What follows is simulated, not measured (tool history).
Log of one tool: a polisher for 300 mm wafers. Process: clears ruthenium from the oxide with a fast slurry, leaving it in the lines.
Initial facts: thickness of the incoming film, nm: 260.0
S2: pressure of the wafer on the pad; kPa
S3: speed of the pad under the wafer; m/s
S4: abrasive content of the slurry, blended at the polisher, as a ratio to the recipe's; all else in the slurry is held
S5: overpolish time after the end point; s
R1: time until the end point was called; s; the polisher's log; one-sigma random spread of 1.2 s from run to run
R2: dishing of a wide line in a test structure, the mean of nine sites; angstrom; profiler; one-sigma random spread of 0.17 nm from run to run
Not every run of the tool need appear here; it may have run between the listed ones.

run 1 hour=0.0 | flow_of_slurry_(ml/min)=210 S2=15.2 S3=0.78 S4=1.0 S5=17 | R1=102.28 R2=180.87
run 2 hour=3.3 | flow_of_slurry_(ml/min)=205 S2=13.8 S3=0.78 S4=1.0 S5=16 | R1=112.85 R2=166.15
run 3 hour=6.4 | flow_of_slurry_(ml/min)=205 S2=13.8 S3=0.78 S4=1.2 S5=16 | R1=105.51 R2=170.40
run 4 hour=9.2 | flow_of_slurry_(ml/min)=205 S2=13.8 S3=0.78 S4=1.2 S5=19 | R1=104.84 R2=188.48
run 5 hour=12.5 | flow_of_slurry_(ml/min)=205 S2=13.8 S3=0.70 S4=1.2 S5=19 | R1=114.90 R2=181.04
run 6 hour=13.8 | flow_of_slurry_(ml/min)=255 S2=13.8 S3=0.70 S4=1.2 S5=19 | R1=114.63 R2=178.17
run 7 hour=15.7 | flow_of_slurry_(ml/min)=255 S2=12.4 S3=0.70 S4=1.2 S5=17 | R1=127.31 R2=160.51
run 8 hour=24.4 | flow_of_slurry_(ml/min)=255 S2=11.7 S3=0.70 S4=1.2 S5=16 | R1=134.56 R2=153.99
run 9 hour=27.8 | flow_of_slurry_(ml/min)=255 S2=11.7 S3=0.70 S4=1.2 S5=15 | R1=132.33 R2=144.16

Run 10 comes next. What will it give?
run 10 hour=29.9 | flow_of_slurry_(ml/min)=235 S2=10.3 S3=0.70 S4=1.2 S5=15 | R1=? R2=?

Run 10 measured R1 151.07 s, R2 135.24 angstrom.

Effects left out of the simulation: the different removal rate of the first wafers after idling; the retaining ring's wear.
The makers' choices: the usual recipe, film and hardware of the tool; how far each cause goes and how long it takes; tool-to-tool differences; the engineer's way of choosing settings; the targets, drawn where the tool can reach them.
